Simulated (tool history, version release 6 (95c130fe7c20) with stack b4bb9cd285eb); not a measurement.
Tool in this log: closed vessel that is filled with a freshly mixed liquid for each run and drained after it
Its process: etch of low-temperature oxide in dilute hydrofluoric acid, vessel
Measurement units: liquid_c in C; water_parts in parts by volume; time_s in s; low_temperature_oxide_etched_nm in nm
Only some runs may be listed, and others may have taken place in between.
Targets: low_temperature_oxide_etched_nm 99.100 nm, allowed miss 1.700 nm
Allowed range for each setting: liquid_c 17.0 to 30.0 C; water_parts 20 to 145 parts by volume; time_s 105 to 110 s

run,hour,liquid_c,water_parts,time_s,low_temperature_oxide_etched_nm
1,0.0,22.0,80,105,39.407
2,6.7,22.0,60,105,53.787
3,13.4,20.0,60,105,49.240
4,20.1,20.0,60,105,49.725
5,24.6,20.0,60,110,51.371
6,25.6,21.0,60,110,53.905
7,28.7,22.0,60,110,56.362
8,35.0,23.0,60,110,58.462
9,37.2,23.5,60,110,60.161
10,43.0,24.0,60,110,61.175
11,50.5,24.5,60,110,62.114
12,55.1,28.5,40,110,112.870

Exactly one of the 5 candidate moves below puts every result within its allowed miss. Which one?
A,59.7,28.5,45,110,?
B,59.7,29.5,40,110,?
C,59.7,27.5,40,105,?
D,59.7,27.0,30,110,?
E,59.7,28.0,35,110,?

move,low_temperature_oxide_etched_nm
A,99.315
B,117.160
C,103.220
D,143.350
E,127.030
A: each result inside its tolerance
B: its largest miss is bigger than the last run's
C: closer than the last run, but not yet in spec
D: its largest miss is bigger than the last run's
E: its largest miss is bigger than the last run's
Move A is the one to make.
